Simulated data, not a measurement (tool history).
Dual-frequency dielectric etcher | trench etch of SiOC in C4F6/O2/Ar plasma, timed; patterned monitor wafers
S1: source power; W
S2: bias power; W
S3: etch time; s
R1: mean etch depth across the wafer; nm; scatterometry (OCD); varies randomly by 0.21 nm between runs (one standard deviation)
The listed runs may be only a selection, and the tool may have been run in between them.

{"run": 1, "hour": 0.0, "S1": 280, "S2": 206, "S3": 27, "R1": 52.654}
{"run": 2, "hour": 5.6, "S1": 280, "S2": 206, "S3": 28.5, "R1": 55.769}
{"run": 3, "hour": 7.3, "S1": 280, "S2": 243, "S3": 28.5, "R1": 58.156}
{"run": 4, "hour": 11.7, "S1": 250, "S2": 219, "S3": 28, "R1": 53.723}
{"run": 5, "hour": 13.7, "S1": 250, "S2": 219, "S3": 27, "R1": 51.806}
{"run": 6, "hour": 19.9, "S1": 250, "S2": 219, "S3": 27, "R1": 52.364}
{"run": 7, "hour": 21.3, "S1": 190, "S2": 178, "S3": 27, "R1": 46.589}
{"run": 8, "hour": 25.3, "S1": 190, "S2": 178, "S3": 27, "R1": 45.869}

What will run 9 give?
{"run": 9, "hour": 29.6, "S1": 180, "S2": 176, "S3": 27, "R1": "?"}

R1: 46.037 nm
